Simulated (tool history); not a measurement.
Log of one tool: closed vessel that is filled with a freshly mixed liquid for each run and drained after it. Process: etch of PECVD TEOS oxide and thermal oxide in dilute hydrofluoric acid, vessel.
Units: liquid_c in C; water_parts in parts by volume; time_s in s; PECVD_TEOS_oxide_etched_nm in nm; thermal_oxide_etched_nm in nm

Run 1, hour 0: liquid_c 21 C, water_parts 75 parts by volume, time_s 60 s. Result: PECVD_TEOS_oxide_etched_nm 14.226 nm, thermal_oxide_etched_nm 3.1983 nm.
Run 2, hour 3.8: liquid_c 19.5 C, water_parts 75 parts by volume, time_s 60 s. Result: PECVD_TEOS_oxide_etched_nm 13.144 nm, thermal_oxide_etched_nm 3.0183 nm.
Run 3, hour 8: liquid_c 22 C, water_parts 75 parts by volume, time_s 60 s. Result: PECVD_TEOS_oxide_etched_nm 14.888 nm, thermal_oxide_etched_nm 3.3749 nm.
Run 4, hour 16.9: liquid_c 23.5 C, water_parts 75 parts by volume, time_s 60 s. Result: PECVD_TEOS_oxide_etched_nm 15.736 nm, thermal_oxide_etched_nm 3.5943 nm.
Run 5, hour 21: liquid_c 26 C, water_parts 75 parts by volume, time_s 60 s. Result: PECVD_TEOS_oxide_etched_nm 17.355 nm, thermal_oxide_etched_nm 4.0106 nm.
Run 6, hour 28.7: liquid_c 29 C, water_parts 75 parts by volume, time_s 60 s. Result: PECVD_TEOS_oxide_etched_nm 19.71 nm, thermal_oxide_etched_nm 4.5614 nm.

The next listed run, before its measurement:
Run 7, hour 30.6: liquid_c 27 C, water_parts 80 parts by volume, time_s 60 s. Result: PECVD_TEOS_oxide_etched_nm ?, thermal_oxide_etched_nm ?.

{"run 7": {"PECVD_TEOS_oxide_etched_nm": 16.982, "thermal_oxide_etched_nm": 3.8998}}

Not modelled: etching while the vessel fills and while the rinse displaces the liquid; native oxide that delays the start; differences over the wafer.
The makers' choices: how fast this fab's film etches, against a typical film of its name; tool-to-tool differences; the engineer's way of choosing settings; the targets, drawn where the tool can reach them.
